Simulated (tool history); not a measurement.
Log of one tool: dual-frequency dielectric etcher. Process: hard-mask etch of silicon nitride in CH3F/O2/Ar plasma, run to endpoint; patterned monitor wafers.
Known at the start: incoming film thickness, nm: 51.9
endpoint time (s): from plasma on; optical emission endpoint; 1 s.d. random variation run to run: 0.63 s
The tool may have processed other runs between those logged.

run 1 day=0 | source_power_(W)=450 bias_power_(W)=91 | endpoint_time_(s)=65.794
run 2 day=0.029 | source_power_(W)=520 bias_power_(W)=91 | endpoint_time_(s)=63.601
run 3 day=0.071 | source_power_(W)=500 bias_power_(W)=87 | endpoint_time_(s)=64.443
run 4 day=0.379 | source_power_(W)=500 bias_power_(W)=103 | endpoint_time_(s)=60.691
run 5 day=0.562 | source_power_(W)=480 bias_power_(W)=99 | endpoint_time_(s)=62.42
run 6 day=0.746 | source_power_(W)=480 bias_power_(W)=93 | endpoint_time_(s)=64.256
run 7 day=1.067 | source_power_(W)=460 bias_power_(W)=90 | endpoint_time_(s)=66.727
run 8 day=1.258 | source_power_(W)=450 bias_power_(W)=89 | endpoint_time_(s)=66.528
run 9 day=1.525 | source_power_(W)=440 bias_power_(W)=87 | endpoint_time_(s)=68.381
run 10 day=1.575 | source_power_(W)=430 bias_power_(W)=86 | endpoint_time_(s)=67.688
run 11 day=1.9 | source_power_(W)=420 bias_power_(W)=84 | endpoint_time_(s)=70.949
run 12 day=2.138 | source_power_(W)=410 bias_power_(W)=84 | endpoint_time_(s)=70.315
run 13 day=2.196 | source_power_(W)=400 bias_power_(W)=83 | endpoint_time_(s)=70.701

Run 14 is up next; what results do you expect?
run 14 day=2.217 | source_power_(W)=330 bias_power_(W)=76 | endpoint_time_(s)=?

{"run 14": {"endpoint time (s)": 77.998}}
